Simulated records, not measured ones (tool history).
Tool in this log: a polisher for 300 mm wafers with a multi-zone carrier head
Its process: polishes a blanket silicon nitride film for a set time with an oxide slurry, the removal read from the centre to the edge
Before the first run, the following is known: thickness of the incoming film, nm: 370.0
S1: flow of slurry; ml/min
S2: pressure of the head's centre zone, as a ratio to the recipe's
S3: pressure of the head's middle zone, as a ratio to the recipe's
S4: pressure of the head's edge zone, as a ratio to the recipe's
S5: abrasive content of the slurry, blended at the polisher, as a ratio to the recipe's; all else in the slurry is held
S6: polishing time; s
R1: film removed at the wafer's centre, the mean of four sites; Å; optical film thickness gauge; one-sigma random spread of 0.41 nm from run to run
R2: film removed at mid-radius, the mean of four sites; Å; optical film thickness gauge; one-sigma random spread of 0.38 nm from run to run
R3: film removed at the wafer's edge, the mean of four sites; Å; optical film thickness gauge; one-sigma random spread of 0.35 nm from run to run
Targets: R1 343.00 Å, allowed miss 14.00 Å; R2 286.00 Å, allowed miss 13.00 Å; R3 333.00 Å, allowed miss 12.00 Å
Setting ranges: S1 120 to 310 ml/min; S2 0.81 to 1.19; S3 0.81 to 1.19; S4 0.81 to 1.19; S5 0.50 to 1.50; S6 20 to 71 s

run    day   S1    S2    S3    S4    S5  S6      R1      R2      R3
  1  0.000  200  1.00  1.00  1.00  1.00  45  250.38  255.73  244.86
  2  0.050  205  1.02  0.98  1.03  1.10  45  261.43  250.10  259.01
  3  0.075  205  1.02  0.98  1.03  1.10  50  296.15  288.25  290.70
  4  0.196  205  1.02  0.98  1.03  0.95  50  275.13  264.45  272.92
  5  0.450  210  1.04  0.98  1.05  1.00  50  290.73  269.06  278.14
  6  0.821  215  1.05  0.97  1.07  1.05  50  293.99  271.25  289.01
  7  1.138  220  1.06  0.97  1.08  1.10  50  305.63  281.17  291.96
  8  1.238  220  1.07  0.95  1.09  1.15  50  309.54  275.27  304.89

Below are 5 possible settings for the next run. Only one of them brings all results inside the allowed miss of their targets. Which is it?
  A  1.338  195  0.91  0.85  1.14  1.20  51   ?   ?   ?
  B  1.338  220  0.89  0.87  1.11  1.30  52   ?   ?   ?
  C  1.338  220  1.10  0.89  1.11  1.15  54   ?   ?   ?
  D  1.338  220  1.17  0.95  1.05  0.90  53   ?   ?   ?
  E  1.338  235  1.17  0.84  1.15  1.30  49   ?   ?   ?

move      R1      R2      R3
   A  281.11  263.84  316.46
   B  294.37  285.45  330.17
   C  339.28  289.16  328.40
   D  318.16  273.67  286.10
   E  338.28  262.74  318.47
A: lands further from the targets than the last run did
B: lands further from the targets than the last run did
C: every result within its allowed miss
D: lands further from the targets than the last run did
E: brings the last run's worst result on target, with another outside its allowed miss
C meets every target.
